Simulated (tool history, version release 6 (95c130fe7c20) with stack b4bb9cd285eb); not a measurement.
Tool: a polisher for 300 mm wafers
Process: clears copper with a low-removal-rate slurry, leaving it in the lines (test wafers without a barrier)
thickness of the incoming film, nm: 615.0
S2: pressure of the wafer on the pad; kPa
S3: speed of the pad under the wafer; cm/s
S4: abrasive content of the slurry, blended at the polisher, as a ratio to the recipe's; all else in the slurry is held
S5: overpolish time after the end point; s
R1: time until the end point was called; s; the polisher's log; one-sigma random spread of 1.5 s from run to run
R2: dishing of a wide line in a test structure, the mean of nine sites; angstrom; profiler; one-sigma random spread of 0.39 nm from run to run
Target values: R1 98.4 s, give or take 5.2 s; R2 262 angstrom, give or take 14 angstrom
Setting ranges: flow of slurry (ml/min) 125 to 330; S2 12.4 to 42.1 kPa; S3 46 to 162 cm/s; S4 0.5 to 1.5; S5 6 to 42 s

run 1 hour=0 | flow_of_slurry_(ml/min)=210 S2=26.9 S3=104 S4=1 S5=21 | R1=129.87 R2=587.18
run 2 hour=8 | flow_of_slurry_(ml/min)=215 S2=24.1 S3=116 S4=1.05 S5=18 | R1=127.13 R2=526.4
run 3 hour=11.5 | flow_of_slurry_(ml/min)=215 S2=24.1 S3=116 S4=1.1 S5=18 | R1=128.99 R2=527.59
run 4 hour=14.8 | flow_of_slurry_(ml/min)=215 S2=24.1 S3=140 S4=1.1 S5=18 | R1=109.74 R2=597.8
run 5 hour=16.4 | flow_of_slurry_(ml/min)=215 S2=24.1 S3=126 S4=1.1 S5=18 | R1=116.36 R2=555.66
run 6 hour=19.7 | flow_of_slurry_(ml/min)=215 S2=24.1 S3=104 S4=1.1 S5=18 | R1=140.15 R2=471.18
run 7 hour=27.6 | flow_of_slurry_(ml/min)=240 S2=24.8 S3=102 S4=1.2 S5=15 | R1=133.23 R2=439.47
run 8 hour=35.3 | flow_of_slurry_(ml/min)=225 S2=17.2 S3=130 S4=1.15 S5=6 | R1=159.44 R2=164.67
run 9 hour=44 | flow_of_slurry_(ml/min)=240 S2=17.9 S3=136 S4=1.2 S5=6 | R1=139.96 R2=182.46
run 10 hour=53 | flow_of_slurry_(ml/min)=250 S2=19.3 S3=138 S4=1.2 S5=6 | R1=129.1 R2=191.09

Next run, 5 choices. One meets every target within its allowed miss, the rest don't. Which?
run A hour=62 | flow_of_slurry_(ml/min)=270 S2=22.8 S3=134 S4=1.1 S5=7 | R1=? R2=?
run B hour=62 | flow_of_slurry_(ml/min)=270 S2=21.4 S3=140 S4=1.35 S5=6 | R1=? R2=?
run C hour=62 | flow_of_slurry_(ml/min)=230 S2=21.4 S3=150 S4=1.25 S5=6 | R1=? R2=?
run D hour=62 | flow_of_slurry_(ml/min)=280 S2=22.1 S3=160 S4=1.35 S5=6 | R1=? R2=?
run E hour=62 | flow_of_slurry_(ml/min)=235 S2=20 S3=154 S4=1.25 S5=7 | R1=? R2=?

move=A R1=117.52 R2=252.86
move=B R1=114.74 R2=224.27
move=C R1=111.62 R2=229.93
move=D R1=98.169 R2=258.42
move=E R1=115.88 R2=254.58
A: gains on the last run, yet a result remains outside its allowed miss
B: gains on the last run, yet a result remains outside its allowed miss
C: gains on the last run, yet a result remains outside its allowed miss
D: in spec on every target
E: gains on the last run, yet a result remains outside its allowed miss
D is the move that brings every result within its allowed miss.
